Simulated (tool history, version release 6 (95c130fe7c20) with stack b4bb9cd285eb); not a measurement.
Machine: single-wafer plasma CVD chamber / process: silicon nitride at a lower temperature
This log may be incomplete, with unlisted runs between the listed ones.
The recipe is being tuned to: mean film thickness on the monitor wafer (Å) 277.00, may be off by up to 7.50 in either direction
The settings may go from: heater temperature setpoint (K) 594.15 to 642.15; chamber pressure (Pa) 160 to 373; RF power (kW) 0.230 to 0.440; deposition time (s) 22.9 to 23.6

run,day,heater temperature setpoint (K),chamber pressure (Pa),RF power (kW),deposition time (s),mean film thickness on the monitor wafer (Å)
1,0.000,618.15,267,0.335,22.9,320.55
2,0.100,618.15,257,0.330,22.9,311.85
3,0.171,624.15,257,0.330,22.9,310.58
4,0.325,624.15,248,0.325,22.9,303.28
5,0.396,616.15,248,0.325,22.9,305.37
6,0.642,616.15,248,0.365,22.9,336.65
7,0.675,616.15,239,0.355,22.9,324.84
8,0.700,616.15,229,0.350,22.9,315.63
9,1.054,616.15,221,0.345,22.9,308.33
10,1.121,616.15,213,0.340,22.9,300.36
11,1.471,616.15,171,0.320,22.9,260.50

Next run, 5 choices. One meets every target within its allowed miss, the rest don't. Which?
A,1.821,615.15,163,0.290,22.9,?
B,1.821,628.15,183,0.315,22.9,?
C,1.821,618.15,167,0.300,23.6,?
D,1.821,619.15,160,0.290,22.9,?
E,1.821,617.15,183,0.335,22.9,?

move,mean film thickness on the monitor wafer (Å)
A,233.26
B,263.39
C,250.66
D,231.16
E,279.58
A: further off than the last run
B: closes in on the targets versus the last run, not all within tolerance yet
C: further off than the last run
D: further off than the last run
E: each result inside its tolerance
So the answer is move E, the one that meets all the targets.
